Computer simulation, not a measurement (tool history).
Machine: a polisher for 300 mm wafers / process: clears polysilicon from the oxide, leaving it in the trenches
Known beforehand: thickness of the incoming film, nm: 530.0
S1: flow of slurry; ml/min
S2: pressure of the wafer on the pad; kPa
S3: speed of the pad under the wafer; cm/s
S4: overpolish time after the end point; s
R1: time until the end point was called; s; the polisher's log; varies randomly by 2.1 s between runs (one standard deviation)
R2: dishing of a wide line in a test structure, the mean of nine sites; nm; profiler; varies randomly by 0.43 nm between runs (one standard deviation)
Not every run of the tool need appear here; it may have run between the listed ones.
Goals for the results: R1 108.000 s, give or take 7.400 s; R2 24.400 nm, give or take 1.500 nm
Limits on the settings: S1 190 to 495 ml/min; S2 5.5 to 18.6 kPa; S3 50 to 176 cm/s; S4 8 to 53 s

run 1 hour=0.0 | S1=320 S2=11.7 S3=112 S4=27 | R1=73.879 R2=35.804
run 2 hour=5.5 | S1=320 S2=11.0 S3=112 S4=25 | R1=76.086 R2=35.079
run 3 hour=9.9 | S1=320 S2=10.3 S3=112 S4=23 | R1=77.374 R2=35.207
run 4 hour=14.2 | S1=320 S2=10.3 S3=122 S4=23 | R1=74.629 R2=36.467
run 5 hour=15.2 | S1=315 S2=10.3 S3=114 S4=21 | R1=79.125 R2=35.654
run 6 hour=23.5 | S1=315 S2=12.4 S3=114 S4=21 | R1=66.179 R2=35.682
-- hour=30.4 head pressure recalibrated
run 7 hour=30.4 | S1=330 S2=12.4 S3=106 S4=20 | R1=69.153 R2=35.409
run 8 hour=38.3 | S1=315 S2=12.4 S3=100 S4=19 | R1=70.956 R2=35.226
run 9 hour=42.8 | S1=335 S2=12.4 S3=94 S4=19 | R1=73.857 R2=35.184
run 10 hour=45.7 | S1=320 S2=12.4 S3=90 S4=18 | R1=76.041 R2=35.688
run 11 hour=47.3 | S1=340 S2=11.7 S3=90 S4=22 | R1=82.492 R2=35.321
run 12 hour=53.3 | S1=360 S2=11.7 S3=86 S4=21 | R1=84.499 R2=34.989
run 13 hour=60.5 | S1=450 S2=11.7 S3=54 S4=8 | R1=120.940 R2=23.374
run 14 hour=68.4 | S1=430 S2=13.1 S3=56 S4=9 | R1=104.900 R2=26.664
run 15 hour=69.3 | S1=435 S2=13.1 S3=56 S4=9 | R1=102.380 R2=26.551
run 16 hour=75.4 | S1=440 S2=13.1 S3=56 S4=9 | R1=103.800 R2=26.108
run 17 hour=77.0 | S1=445 S2=13.1 S3=56 S4=9 | R1=100.280 R2=25.985

Pick the move, out of 5, that brings all results within their allowed miss; only one does.
run A hour=78.6 | S1=470 S2=13.1 S3=68 S4=8 | R1=? R2=?
run B hour=78.6 | S1=465 S2=11.7 S3=62 S4=8 | R1=? R2=?
run C hour=78.6 | S1=445 S2=13.1 S3=54 S4=11 | R1=? R2=?
run D hour=78.6 | S1=495 S2=13.8 S3=62 S4=8 | R1=? R2=?
run E hour=78.6 | S1=495 S2=13.8 S3=64 S4=12 | R1=? R2=?

move=A R1=86.160 R2=27.131
move=B R1=103.180 R2=24.805
move=C R1=103.050 R2=28.827
move=D R1=87.774 R2=26.897
move=E R1=85.657 R2=31.716
A: moves away from the targets compared with the last run
B: hits every target within its allowed miss
C: moves away from the targets compared with the last run
D: moves away from the targets compared with the last run
E: moves away from the targets compared with the last run
B is the move that brings every result within its allowed miss.

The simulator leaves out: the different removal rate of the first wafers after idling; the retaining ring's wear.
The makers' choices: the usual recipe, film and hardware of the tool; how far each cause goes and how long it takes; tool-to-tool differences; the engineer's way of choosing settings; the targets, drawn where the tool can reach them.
